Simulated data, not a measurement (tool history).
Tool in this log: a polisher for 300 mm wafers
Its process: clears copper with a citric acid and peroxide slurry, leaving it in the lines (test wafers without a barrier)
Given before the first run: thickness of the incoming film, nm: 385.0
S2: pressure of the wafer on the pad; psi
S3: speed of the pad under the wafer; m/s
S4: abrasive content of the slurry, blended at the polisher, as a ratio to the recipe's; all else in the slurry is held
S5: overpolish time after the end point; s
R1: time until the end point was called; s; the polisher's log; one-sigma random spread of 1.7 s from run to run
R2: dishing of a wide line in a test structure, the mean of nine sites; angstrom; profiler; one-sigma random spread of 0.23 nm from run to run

run 1 day=0.000 | flow_of_slurry_(ml/min)=240 S2=3.9 S3=1.08 S4=1.00 S5=15 | R1=124.320 R2=125.72
run 2 day=0.225 | flow_of_slurry_(ml/min)=240 S2=3.9 S3=1.20 S4=1.00 S5=15 | R1=117.370 R2=131.56
run 3 day=0.329 | flow_of_slurry_(ml/min)=255 S2=4.4 S3=1.02 S4=1.05 S5=12 | R1=111.400 R2=126.42
run 4 day=0.546 | flow_of_slurry_(ml/min)=210 S2=4.4 S3=1.02 S4=1.05 S5=12 | R1=116.560 R2=124.78
run 5 day=0.800 | flow_of_slurry_(ml/min)=210 S2=4.4 S3=1.26 S4=1.05 S5=12 | R1=98.299 R2=128.33
run 6 day=0.900 | flow_of_slurry_(ml/min)=195 S2=4.5 S3=1.24 S4=1.10 S5=10 | R1=96.215 R2=123.60
-- day=0.983 slurry blender recalibrated
run 7 day=0.983 | flow_of_slurry_(ml/min)=185 S2=4.4 S3=1.26 S4=1.20 S5=9 | R1=89.074 R2=123.74
run 8 day=1.179 | flow_of_slurry_(ml/min)=175 S2=4.1 S3=1.26 S4=1.25 S5=8 | R1=98.155 R2=117.29

Run 9 is up next; what results do you expect?
run 9 day=1.321 | flow_of_slurry_(ml/min)=170 S2=3.9 S3=1.30 S4=1.30 S5=7 | R1=? R2=?

{"run 9": {"R1": 104.15, "R2": 105.59}}

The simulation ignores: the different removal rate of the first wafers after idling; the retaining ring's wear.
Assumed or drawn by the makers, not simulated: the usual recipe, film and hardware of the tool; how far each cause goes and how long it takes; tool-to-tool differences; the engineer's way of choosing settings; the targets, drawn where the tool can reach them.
